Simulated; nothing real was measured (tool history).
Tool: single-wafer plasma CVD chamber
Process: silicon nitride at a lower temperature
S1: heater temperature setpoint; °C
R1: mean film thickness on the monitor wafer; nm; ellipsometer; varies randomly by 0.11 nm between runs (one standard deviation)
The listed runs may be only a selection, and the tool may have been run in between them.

{"run": 1, "day": 0.0, "S1": 375, "chamber pressure (Torr)": 1.47, "RF power (W)": 385, "deposition time (s)": 29.4, "R1": 39.348}
{"run": 2, "day": 0.208, "S1": 375, "chamber pressure (Torr)": 1.57, "RF power (W)": 405, "deposition time (s)": 29.5, "R1": 42.245}
{"run": 3, "day": 0.458, "S1": 375, "chamber pressure (Torr)": 1.67, "RF power (W)": 410, "deposition time (s)": 29.5, "R1": 43.365}
{"run": 4, "day": 0.679, "S1": 367, "chamber pressure (Torr)": 1.67, "RF power (W)": 410, "deposition time (s)": 29.5, "R1": 43.746}
{"run": 5, "day": 0.962, "S1": 367, "chamber pressure (Torr)": 1.67, "RF power (W)": 410, "deposition time (s)": 30.3, "R1": 44.805}
{"run": 6, "day": 1.012, "S1": 367, "chamber pressure (Torr)": 1.67, "RF power (W)": 370, "deposition time (s)": 30.3, "R1": 40.969}
{"day": 1.3, "done": "RF generator calibrated"}
{"run": 7, "day": 1.3, "S1": 367, "chamber pressure (Torr)": 1.74, "RF power (W)": 385, "deposition time (s)": 30.3, "R1": 45.436}
{"run": 8, "day": 1.596, "S1": 367, "chamber pressure (Torr)": 1.77, "RF power (W)": 385, "deposition time (s)": 30.3, "R1": 45.623}
{"run": 9, "day": 1.904, "S1": 367, "chamber pressure (Torr)": 1.8, "RF power (W)": 385, "deposition time (s)": 30.3, "R1": 45.852}

Run 10, settings as shown, results not yet in. Your forecast:
{"run": 10, "day": 1.992, "S1": 367, "chamber pressure (Torr)": 1.83, "RF power (W)": 385, "deposition time (s)": 30.3, "R1": "?"}

R1: 46.098 nm
